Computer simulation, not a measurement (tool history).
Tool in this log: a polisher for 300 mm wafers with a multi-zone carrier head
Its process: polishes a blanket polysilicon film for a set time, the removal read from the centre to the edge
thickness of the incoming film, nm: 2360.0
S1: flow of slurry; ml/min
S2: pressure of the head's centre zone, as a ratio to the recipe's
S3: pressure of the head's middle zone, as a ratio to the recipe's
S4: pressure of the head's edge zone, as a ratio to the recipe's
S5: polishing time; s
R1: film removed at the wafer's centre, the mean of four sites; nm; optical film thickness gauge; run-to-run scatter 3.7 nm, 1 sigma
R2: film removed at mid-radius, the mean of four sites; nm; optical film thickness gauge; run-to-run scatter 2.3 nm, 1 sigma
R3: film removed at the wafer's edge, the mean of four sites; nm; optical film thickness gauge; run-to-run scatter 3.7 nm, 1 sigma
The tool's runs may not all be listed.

run 1 day=0 | S1=170 S2=1 S3=1 S4=1 S5=38 | R1=186.05 R2=180.72 R3=181.45
run 2 day=0.304 | S1=170 S2=1.01 S3=0.99 S4=1.03 S5=40 | R1=195.78 R2=185.51 R3=191.93
run 3 day=0.583 | S1=170 S2=1.01 S3=0.99 S4=1.08 S5=40 | R1=196.32 R2=190.03 R3=202.29
run 4 day=0.683 | S1=170 S2=1.01 S3=0.99 S4=1.02 S5=40 | R1=193.5 R2=187.01 R3=192.82
run 5 day=0.946 | S1=170 S2=1.01 S3=0.99 S4=1.02 S5=33 | R1=160.45 R2=154.67 R3=158.86
run 6 day=1.121 | S1=175 S2=1.02 S3=0.98 S4=1.05 S5=36 | R1=174.53 R2=167.07 R3=178.5
run 7 day=1.317 | S1=210 S2=1.12 S3=0.98 S4=1.15 S5=46 | R1=256.3 R2=224.57 R3=243.63
run 8 day=1.429 | S1=210 S2=1.11 S3=0.97 S4=1.16 S5=46 | R1=259.45 R2=221.82 R3=246.37
run 9 day=1.767 | S1=210 S2=1.11 S3=0.97 S4=1.16 S5=46 | R1=259.8 R2=218.79 R3=246.65

Predict the results of run 10:
run 10 day=2.117 | S1=210 S2=1.1 S3=0.97 S4=1.17 S5=46 | R1=? R2=? R3=?

R1: 249.09 nm
R2: 218.29 nm
R3: 238.15 nm
